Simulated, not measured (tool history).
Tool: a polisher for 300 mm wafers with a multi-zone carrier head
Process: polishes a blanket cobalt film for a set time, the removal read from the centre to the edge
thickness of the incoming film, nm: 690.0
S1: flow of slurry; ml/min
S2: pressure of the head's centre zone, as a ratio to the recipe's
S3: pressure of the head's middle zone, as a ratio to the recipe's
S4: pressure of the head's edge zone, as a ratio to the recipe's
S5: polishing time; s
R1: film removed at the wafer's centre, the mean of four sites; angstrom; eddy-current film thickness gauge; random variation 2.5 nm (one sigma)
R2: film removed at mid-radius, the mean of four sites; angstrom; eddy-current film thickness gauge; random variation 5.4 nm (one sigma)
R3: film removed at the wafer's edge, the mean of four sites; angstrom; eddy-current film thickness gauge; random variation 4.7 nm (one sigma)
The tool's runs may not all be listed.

run  hour   S1    S2    S3    S4  S5      R1      R2      R3
  1   0.0  175  1.00  1.00  1.00  46  2608.4  2628.7  2564.1
  2   8.3  175  1.00  1.00  1.03  46  2612.7  2679.0  2607.6
  3  13.7  190  1.05  1.03  1.07  48  2914.9  2843.6  2863.7
  4  21.9  200  1.08  1.07  1.05  50  3149.1  3115.0  2912.1
  5  23.2  210  1.11  1.10  1.07  51  3374.6  3169.6  3094.6
  6  30.3  230  1.11  1.10  1.07  51  3392.0  3366.2  3105.0

The next listed run, before its measurement:
  7  38.7  230  1.11  1.10  1.07  51   ?   ?   ?

R1: 3424.9 angstrom
R2: 3315.9 angstrom
R3: 3011.1 angstrom
